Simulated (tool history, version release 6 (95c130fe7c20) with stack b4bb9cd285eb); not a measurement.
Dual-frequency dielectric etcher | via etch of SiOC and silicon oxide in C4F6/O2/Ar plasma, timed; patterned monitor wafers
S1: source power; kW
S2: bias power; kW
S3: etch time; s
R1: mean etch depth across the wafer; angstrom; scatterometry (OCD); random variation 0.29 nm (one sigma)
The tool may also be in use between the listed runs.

run    day    S1     S2    S3      R1
  1      0  0.47  0.125  56.5  602.09
  2  0.246  0.44  0.122    56  578.84
  3  0.404  0.44  0.131    56  589.61
  4  0.617  0.44  0.131  56.5   594.7
  5  0.762  0.44  0.131  56.5  603.33
  6  1.058  0.44  0.131  51.5   545.6
  7  1.354  0.43   0.13  51.5  539.54
  8  1.479  0.43   0.13  51.5  543.92
  9  1.746  0.42  0.129  51.5  529.39
 10  1.933  0.41  0.129  51.5  527.65

Run 11 comes next. What will it give?
 11  1.992  0.4  0.129  51.5   ?

R1: 525.84 angstrom
